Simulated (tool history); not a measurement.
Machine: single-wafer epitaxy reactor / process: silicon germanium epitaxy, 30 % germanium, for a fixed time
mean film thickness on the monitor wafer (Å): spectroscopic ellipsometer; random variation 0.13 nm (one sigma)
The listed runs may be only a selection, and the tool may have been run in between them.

run  hour  wafer temperature setpoint (pyrometer-controlled) (°C)  chamber pressure (mTorr)  mean film thickness on the monitor wafer (Å)
  1   0.0                                                     595                     23500                                        631.86
  2   4.7                                                     589                     23500                                        574.36
  3  11.1                                                     585                     23400                                        535.35
  4  12.4                                                     585                     20800                                        507.23
  5  16.0                                                     594                     20800                                        586.67
  6  23.1                                                     601                     20800                                        658.17
  7  30.6                                                     601                     20800                                        660.67
  8  33.8                                                     595                     20600                                        594.17
  9  37.3                                                     591                     20500                                        555.71

The next listed run, before its measurement:
 10  43.2                                                     588                     20400                                             ?

mean film thickness on the monitor wafer (Å): 524.76
